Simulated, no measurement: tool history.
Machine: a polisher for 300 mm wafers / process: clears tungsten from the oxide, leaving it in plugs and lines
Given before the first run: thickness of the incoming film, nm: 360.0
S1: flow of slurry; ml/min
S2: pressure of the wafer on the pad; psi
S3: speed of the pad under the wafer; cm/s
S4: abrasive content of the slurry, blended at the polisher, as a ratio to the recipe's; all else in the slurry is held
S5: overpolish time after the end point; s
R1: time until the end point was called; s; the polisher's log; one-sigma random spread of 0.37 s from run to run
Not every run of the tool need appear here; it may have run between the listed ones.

{"run": 1, "hour": 0.0, "S1": 270, "S2": 2.8, "S3": 140, "S4": 1, "S5": 11, "R1": 58.15}
{"run": 2, "hour": 3.4, "S1": 270, "S2": 2.8, "S3": 140, "S4": 1.1, "S5": 11, "R1": 55.928}
{"run": 3, "hour": 9.8, "S1": 270, "S2": 2.9, "S3": 140, "S4": 1.1, "S5": 11, "R1": 54.801}
{"run": 4, "hour": 17.9, "S1": 310, "S2": 2.9, "S3": 140, "S4": 1.1, "S5": 11, "R1": 54.063}
{"run": 5, "hour": 21.6, "S1": 310, "S2": 3, "S3": 140, "S4": 1.1, "S5": 11, "R1": 51.878}
{"run": 6, "hour": 28.6, "S1": 310, "S2": 3, "S3": 122, "S4": 1.1, "S5": 11, "R1": 60.083}
{"run": 7, "hour": 30.6, "S1": 310, "S2": 3, "S3": 122, "S4": 1.1, "S5": 11, "R1": 59.385}
{"run": 8, "hour": 36.3, "S1": 310, "S2": 3, "S3": 122, "S4": 1.1, "S5": 11, "R1": 59.004}
{"run": 9, "hour": 43.6, "S1": 310, "S2": 3.1, "S3": 122, "S4": 1.1, "S5": 11, "R1": 57.503}
{"run": 10, "hour": 48.0, "S1": 310, "S2": 3.1, "S3": 122, "S4": 1.1, "S5": 11, "R1": 57.341}

Run 11 has not been measured yet. What should we expect?
{"run": 11, "hour": 50.8, "S1": 315, "S2": 3.9, "S3": 124, "S4": 1.1, "S5": 11, "R1": "?"}

R1: 45.801 s

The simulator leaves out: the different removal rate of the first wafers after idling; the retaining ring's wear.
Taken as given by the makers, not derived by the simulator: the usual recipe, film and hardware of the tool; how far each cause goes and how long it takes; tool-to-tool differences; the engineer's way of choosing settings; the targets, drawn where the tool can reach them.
